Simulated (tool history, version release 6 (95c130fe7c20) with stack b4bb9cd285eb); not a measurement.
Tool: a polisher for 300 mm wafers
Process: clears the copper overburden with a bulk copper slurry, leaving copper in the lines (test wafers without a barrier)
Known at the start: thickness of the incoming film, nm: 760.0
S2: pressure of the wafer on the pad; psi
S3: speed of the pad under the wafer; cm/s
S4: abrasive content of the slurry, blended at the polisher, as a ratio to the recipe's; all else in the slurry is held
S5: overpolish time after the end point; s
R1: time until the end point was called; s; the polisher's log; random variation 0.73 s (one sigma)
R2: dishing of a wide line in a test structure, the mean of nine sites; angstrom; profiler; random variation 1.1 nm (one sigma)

{"run": 1, "hour": 0.0, "flow of slurry (ml/min)": 275, "S2": 3.1, "S3": 92, "S4": 1.0, "S5": 14, "R1": 89.587, "R2": 751.77}
{"run": 2, "hour": 8.4, "flow of slurry (ml/min)": 275, "S2": 3.1, "S3": 92, "S4": 1.15, "S5": 14, "R1": 87.771, "R2": 772.97}
{"run": 3, "hour": 14.4, "flow of slurry (ml/min)": 275, "S2": 3.2, "S3": 92, "S4": 1.15, "S5": 14, "R1": 86.849, "R2": 780.13}
{"run": 4, "hour": 14.9, "flow of slurry (ml/min)": 275, "S2": 3.4, "S3": 92, "S4": 1.15, "S5": 14, "R1": 82.915, "R2": 805.08}
{"run": 5, "hour": 15.6, "flow of slurry (ml/min)": 300, "S2": 3.4, "S3": 92, "S4": 1.15, "S5": 14, "R1": 81.064, "R2": 804.7}
{"run": 6, "hour": 24.4, "flow of slurry (ml/min)": 235, "S2": 3.4, "S3": 92, "S4": 1.15, "S5": 14, "R1": 84.725, "R2": 794.12}
{"run": 7, "hour": 31.0, "flow of slurry (ml/min)": 240, "S2": 3.5, "S3": 92, "S4": 1.15, "S5": 14, "R1": 82.234, "R2": 814.15}
{"run": 8, "hour": 34.8, "flow of slurry (ml/min)": 245, "S2": 3.6, "S3": 92, "S4": 1.15, "S5": 14, "R1": 80.687, "R2": 812.06}
{"run": 9, "hour": 35.7, "flow of slurry (ml/min)": 250, "S2": 3.7, "S3": 92, "S4": 1.15, "S5": 14, "R1": 79.318, "R2": 829.18}
{"run": 10, "hour": 36.3, "flow of slurry (ml/min)": 250, "S2": 3.7, "S3": 92, "S4": 1.15, "S5": 14, "R1": 79.249, "R2": 853.51}
{"run": 11, "hour": 41.3, "flow of slurry (ml/min)": 255, "S2": 3.8, "S3": 92, "S4": 1.15, "S5": 14, "R1": 77.102, "R2": 844.67}
{"run": 12, "hour": 47.7, "flow of slurry (ml/min)": 255, "S2": 3.9, "S3": 92, "S4": 1.15, "S5": 14, "R1": 75.85, "R2": 862.97}
{"run": 13, "hour": 55.6, "flow of slurry (ml/min)": 255, "S2": 4.0, "S3": 92, "S4": 1.15, "S5": 14, "R1": 74.466, "R2": 870.02}
{"run": 14, "hour": 61.6, "flow of slurry (ml/min)": 255, "S2": 4.1, "S3": 92, "S4": 1.15, "S5": 14, "R1": 72.767, "R2": 884.09}
{"run": 15, "hour": 63.5, "flow of slurry (ml/min)": 255, "S2": 4.2, "S3": 92, "S4": 1.15, "S5": 14, "R1": 71.328, "R2": 884.07}
{"run": 16, "hour": 69.2, "flow of slurry (ml/min)": 255, "S2": 4.3, "S3": 94, "S4": 1.2, "S5": 15, "R1": 70.272, "R2": 969.55}
{"run": 17, "hour": 76.7, "flow of slurry (ml/min)": 255, "S2": 4.4, "S3": 94, "S4": 1.2, "S5": 15, "R1": 68.605, "R2": 978.78}

Run 18 comes next. What will it give?
{"run": 18, "hour": 81.8, "flow of slurry (ml/min)": 255, "S2": 4.4, "S3": 94, "S4": 1.2, "S5": 15, "R1": "?", "R2": "?"}

{"run 18": {"R1": 69.368, "R2": 976.53}}
